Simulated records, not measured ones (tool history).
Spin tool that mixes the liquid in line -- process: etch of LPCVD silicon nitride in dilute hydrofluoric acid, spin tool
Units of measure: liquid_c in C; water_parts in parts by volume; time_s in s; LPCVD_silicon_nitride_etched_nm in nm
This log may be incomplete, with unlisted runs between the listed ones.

run  hour  liquid_c  water_parts  time_s  LPCVD_silicon_nitride_etched_nm
  1   0.0      21.0           45     305                           2.7258
  2   1.4      20.5           45     305                           2.6976
  3   2.7      23.0           45     305                           3.1901
  4   6.5      23.0           45     305                           3.1475
  5  15.2      23.0           45     325                           3.3985
  6  20.0      22.5           45     325                           3.2628
  7  25.0      22.0           45     325                           3.0801

What will run 8 give?
  8  26.7      21.5           45     325                                ?

LPCVD_silicon_nitride_etched_nm: 3.1007 nm
